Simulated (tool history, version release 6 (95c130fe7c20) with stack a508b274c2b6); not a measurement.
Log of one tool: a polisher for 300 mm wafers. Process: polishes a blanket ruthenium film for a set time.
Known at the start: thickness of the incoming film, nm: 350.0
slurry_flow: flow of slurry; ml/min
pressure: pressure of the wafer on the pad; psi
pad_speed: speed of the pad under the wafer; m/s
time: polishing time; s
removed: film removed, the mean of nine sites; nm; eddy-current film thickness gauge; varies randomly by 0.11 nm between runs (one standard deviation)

run,hour,slurry_flow,pressure,pad_speed,time,removed
1,0.0,160,1.3,1.26,27,22.209
2,2.1,155,1.1,1.26,27,19.169
3,4.2,150,1.0,1.26,27,17.270
4,12.7,150,1.0,1.56,27,21.092
5,16.8,120,1.0,1.56,27,21.025
6,18.2,120,1.0,1.56,24,18.402
7,26.9,115,0.9,1.56,24,16.404
8,31.3,110,0.9,1.56,24,16.749
9,34.3,110,0.8,1.56,24,14.779

Run 10 comes next. What will it give?
10,37.4,105,0.8,1.56,24,?

Run 10 produced removed 14.716 nm.
